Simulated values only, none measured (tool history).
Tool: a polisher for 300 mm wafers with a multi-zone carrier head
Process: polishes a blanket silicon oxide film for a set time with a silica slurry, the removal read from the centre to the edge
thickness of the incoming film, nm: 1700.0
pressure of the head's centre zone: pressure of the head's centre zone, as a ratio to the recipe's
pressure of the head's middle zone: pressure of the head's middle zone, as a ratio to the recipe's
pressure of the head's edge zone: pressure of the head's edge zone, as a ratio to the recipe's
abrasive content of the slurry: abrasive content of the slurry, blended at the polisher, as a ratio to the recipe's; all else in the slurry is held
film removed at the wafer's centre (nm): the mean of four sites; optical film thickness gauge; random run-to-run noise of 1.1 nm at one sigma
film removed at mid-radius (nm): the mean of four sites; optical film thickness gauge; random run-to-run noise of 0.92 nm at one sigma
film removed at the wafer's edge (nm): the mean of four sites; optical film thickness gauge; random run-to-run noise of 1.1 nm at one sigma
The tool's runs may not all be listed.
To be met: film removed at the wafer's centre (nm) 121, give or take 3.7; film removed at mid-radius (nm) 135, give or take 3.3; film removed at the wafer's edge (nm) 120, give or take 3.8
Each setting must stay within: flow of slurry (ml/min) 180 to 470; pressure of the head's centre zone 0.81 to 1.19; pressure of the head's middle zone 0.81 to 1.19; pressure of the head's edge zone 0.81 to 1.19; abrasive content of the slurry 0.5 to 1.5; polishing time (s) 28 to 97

run,hour,flow of slurry (ml/min),pressure of the head's centre zone,pressure of the head's middle zone,pressure of the head's edge zone,abrasive content of the slurry,polishing time (s),film removed at the wafer's centre (nm),film removed at mid-radius (nm),film removed at the wafer's edge (nm)
1,0,300,1,1,1,1,62,189.12,191.74,195.21
2,6.9,265,1,1,1,1,62,188.17,191.29,196.69
3,7.5,265,1,1,1,1,78,238.66,238.68,246.85
4,14.5,285,0.99,1.01,0.97,0.9,71,207.35,209.88,210.21
5,19.9,285,0.91,1.01,0.97,0.9,71,191.26,213.76,213.57
6,20.7,300,0.91,1.02,0.94,0.8,65,163.08,184.48,181.59
7,24.8,315,0.93,1.04,0.92,0.75,62,156.42,174.13,165.64
8,28,325,0.93,1.05,0.9,0.7,60,145.6,166.43,152.18
9,34,330,0.93,1.05,0.89,0.65,59,138.27,152.85,145.53
10,35,335,0.93,1.06,0.87,0.6,58,131.56,146.98,133.15
11,40.6,310,0.9,1.02,0.81,0.5,58,110.46,126.27,115.84
12,47.9,330,0.91,1.03,0.81,0.5,58,114.43,127.69,114.39
13,56.1,340,0.91,1.04,0.82,0.5,58,113.91,128.66,117.79
14,56.9,340,0.92,1.05,0.82,0.5,58,116.73,130.55,116
15,62.2,345,0.92,1.05,0.83,0.5,58,117.55,130.63,116.79

Which of these 4 next moves meets every target?
A,67.5,360,1.04,1.08,0.81,0.5,55,?,?,?
B,67.5,380,0.97,1.01,0.83,0.5,58,?,?,?
C,67.5,295,0.89,1.06,0.87,0.55,57,?,?,?
D,67.5,270,0.95,1.08,0.84,0.7,49,?,?,?

move,film removed at the wafer's centre (nm),film removed at mid-radius (nm),film removed at the wafer's edge (nm)
A,123.94,127.9,108.76
B,122.31,128.18,116.33
C,114.44,136.38,121.82
D,119.74,135.73,117.8
A: its largest miss is bigger than the last run's
B: its largest miss is bigger than the last run's
C: brings the last run's worst result on target, with another outside its allowed miss
D: all results in spec
Answer: D
